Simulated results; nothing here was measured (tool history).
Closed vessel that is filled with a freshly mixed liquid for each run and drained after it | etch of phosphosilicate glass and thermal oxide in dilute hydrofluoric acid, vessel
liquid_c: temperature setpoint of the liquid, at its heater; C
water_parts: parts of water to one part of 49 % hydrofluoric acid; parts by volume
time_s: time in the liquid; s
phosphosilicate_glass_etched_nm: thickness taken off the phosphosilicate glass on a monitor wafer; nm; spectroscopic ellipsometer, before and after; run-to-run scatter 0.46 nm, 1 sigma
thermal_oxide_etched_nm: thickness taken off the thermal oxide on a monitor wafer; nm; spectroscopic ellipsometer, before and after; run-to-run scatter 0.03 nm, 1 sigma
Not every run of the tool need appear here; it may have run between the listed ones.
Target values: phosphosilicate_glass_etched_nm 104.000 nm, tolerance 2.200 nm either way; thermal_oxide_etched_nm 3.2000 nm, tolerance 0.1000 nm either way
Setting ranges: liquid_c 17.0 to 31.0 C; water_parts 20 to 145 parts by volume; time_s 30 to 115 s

run	hour	liquid_c	water_parts	time_s	phosphosilicate_glass_etched_nm	thermal_oxide_etched_nm
1	0.0	23.0	80	60	112.890	3.4972
2	8.6	22.5	80	60	111.230	3.3964
3	13.6	25.5	80	60	125.270	3.8319
4	21.9	24.5	80	60	120.460	3.6877
5	30.6	22.0	80	60	108.330	3.3346
6	34.9	22.0	80	75	134.770	4.1640
7	41.4	20.5	80	75	126.950	3.9703
8	42.6	20.0	80	75	124.980	3.8126
9	49.6	20.0	80	75	124.460	3.8590
10	55.3	19.0	80	75	119.310	3.7584
11	60.6	18.0	90	75	100.870	3.1104

Consider the 4 candidate settings below. Which is the only one whose results all fall within their allowed miss of target?
A	65.9	17.5	55	50	?	?
B	65.9	21.0	120	95	?	?
C	65.9	20.5	95	70	?	?
D	65.9	20.0	110	85	?	?

move	phosphosilicate_glass_etched_nm	thermal_oxide_etched_nm
A	112.280	3.4931
B	105.200	3.2730
C	98.685	3.0702
D	99.707	3.1020
A: moves the result that the last run missed by most past its target, out the other side
B: each result inside its tolerance
C: lands further from the targets than the last run did
D: lands further from the targets than the last run did
Correct choice: B, which meets every target
